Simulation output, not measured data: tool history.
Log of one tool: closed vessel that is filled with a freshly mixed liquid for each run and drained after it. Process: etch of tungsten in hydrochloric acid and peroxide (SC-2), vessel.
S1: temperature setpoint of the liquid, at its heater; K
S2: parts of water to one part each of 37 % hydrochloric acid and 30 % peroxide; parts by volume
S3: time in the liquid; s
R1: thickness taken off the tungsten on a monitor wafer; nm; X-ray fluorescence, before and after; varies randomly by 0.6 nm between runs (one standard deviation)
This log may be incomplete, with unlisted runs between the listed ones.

{"run": 1, "day": 0.0, "S1": 334.15, "S2": 5, "S3": 100, "R1": 98.547}
{"run": 2, "day": 0.329, "S1": 333.15, "S2": 5, "S3": 100, "R1": 91.087}
{"run": 3, "day": 0.383, "S1": 332.15, "S2": 5, "S3": 100, "R1": 85.913}
{"run": 4, "day": 0.533, "S1": 331.65, "S2": 5, "S3": 100, "R1": 81.722}
{"run": 5, "day": 0.85, "S1": 331.15, "S2": 5, "S3": 100, "R1": 80.743}
{"run": 6, "day": 1.15, "S1": 331.15, "S2": 5, "S3": 105, "R1": 84.888}

Run 7 has not been measured yet. What should we expect?
{"run": 7, "day": 1.238, "S1": 330.65, "S2": 5, "S3": 105, "R1": "?"}

Run 7 gave R1 81.081 nm.
